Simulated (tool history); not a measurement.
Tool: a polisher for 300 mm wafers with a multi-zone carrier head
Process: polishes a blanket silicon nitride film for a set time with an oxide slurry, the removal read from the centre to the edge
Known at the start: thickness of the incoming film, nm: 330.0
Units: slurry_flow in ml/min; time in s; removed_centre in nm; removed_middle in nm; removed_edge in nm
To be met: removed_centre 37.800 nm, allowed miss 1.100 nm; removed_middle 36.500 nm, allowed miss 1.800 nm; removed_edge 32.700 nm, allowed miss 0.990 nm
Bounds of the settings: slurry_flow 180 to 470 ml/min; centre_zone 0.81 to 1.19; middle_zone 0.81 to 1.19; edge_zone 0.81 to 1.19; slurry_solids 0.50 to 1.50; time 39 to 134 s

run,hour,slurry_flow,centre_zone,middle_zone,edge_zone,slurry_solids,time,removed_centre,removed_middle,removed_edge
1,0.0,300,1.00,1.00,1.00,1.00,86,51.662,50.158,51.724
2,6.0,305,1.01,1.01,0.98,0.95,85,50.993,51.510,49.414
3,13.5,305,1.01,1.00,0.97,0.90,84,49.204,48.356,48.236
4,14.1,305,1.01,1.00,0.97,1.10,84,51.548,51.244,50.695
5,18.1,305,1.02,1.00,0.96,1.05,82,50.585,49.324,48.850
6,19.0,305,1.02,1.00,0.96,1.05,71,43.849,41.884,42.180
7,22.3,305,1.02,1.00,0.95,1.00,71,43.630,42.300,42.279
8,26.9,305,1.03,1.00,0.94,0.95,70,42.667,41.248,40.179
9,33.0,305,1.03,1.00,0.93,0.90,70,41.434,40.067,39.940
10,38.6,305,1.04,1.01,0.92,0.85,70,41.826,40.864,38.373
11,47.4,305,1.04,1.01,0.91,0.80,70,41.797,39.353,37.742
12,55.9,290,1.01,1.10,0.81,0.55,68,34.431,36.347,31.312
13,58.4,290,1.01,1.10,0.81,0.55,68,35.287,37.359,31.624
14,61.4,295,1.02,1.10,0.81,0.55,68,34.680,36.915,31.163
15,62.6,295,1.03,1.10,0.82,0.55,68,34.944,36.599,31.422
16,64.3,295,1.04,1.10,0.82,0.55,68,35.146,36.647,31.386

4 next moves are on the table. One of them brings every result within its allowed miss. Which?
A,66.0,370,0.95,1.19,0.81,0.50,67,?,?,?
B,66.0,245,1.06,1.04,0.81,0.55,72,?,?,?
C,66.0,280,1.12,1.12,0.81,0.75,61,?,?,?
D,66.0,330,1.12,1.18,0.81,0.55,65,?,?,?

move,removed_centre,removed_middle,removed_edge
A,32.111,38.859,30.624
B,37.608,36.486,32.703
C,37.475,36.547,30.600
D,37.303,37.971,30.246
A: further off than the last run
B: meets every target
C: brings the result that was furthest off to its target, and leaves another outside
D: brings the result that was furthest off to its target, and leaves another outside
Answer: B

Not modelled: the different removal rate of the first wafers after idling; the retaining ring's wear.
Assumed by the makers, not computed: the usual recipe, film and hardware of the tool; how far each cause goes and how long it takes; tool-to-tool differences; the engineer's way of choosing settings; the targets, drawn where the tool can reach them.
